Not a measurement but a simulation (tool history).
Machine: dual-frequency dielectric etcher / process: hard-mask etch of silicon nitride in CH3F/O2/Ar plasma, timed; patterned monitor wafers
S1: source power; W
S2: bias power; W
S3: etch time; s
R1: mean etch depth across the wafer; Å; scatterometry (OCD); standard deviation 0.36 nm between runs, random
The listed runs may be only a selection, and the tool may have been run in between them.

run 1 hour=0 | S1=510 S2=61 S3=171.5 | R1=1199.4
run 2 hour=7.8 | S1=490 S2=61 S3=171.5 | R1=1176.3
run 3 hour=10.5 | S1=490 S2=61 S3=171.5 | R1=1179.6
run 4 hour=11.7 | S1=490 S2=70 S3=171.5 | R1=1252.2
run 5 hour=19.7 | S1=490 S2=63 S3=171.5 | R1=1198.1
run 6 hour=27.5 | S1=470 S2=63 S3=171.5 | R1=1171.6
run 7 hour=32.8 | S1=450 S2=63 S3=171.5 | R1=1159.8
run 8 hour=35.3 | S1=430 S2=63 S3=171.5 | R1=1127.5
run 9 hour=41.7 | S1=420 S2=63 S3=171.5 | R1=1123.8

Forecast run 10:
run 10 hour=45.5 | S1=410 S2=63 S3=171.5 | R1=?

R1: 1111.9 Å

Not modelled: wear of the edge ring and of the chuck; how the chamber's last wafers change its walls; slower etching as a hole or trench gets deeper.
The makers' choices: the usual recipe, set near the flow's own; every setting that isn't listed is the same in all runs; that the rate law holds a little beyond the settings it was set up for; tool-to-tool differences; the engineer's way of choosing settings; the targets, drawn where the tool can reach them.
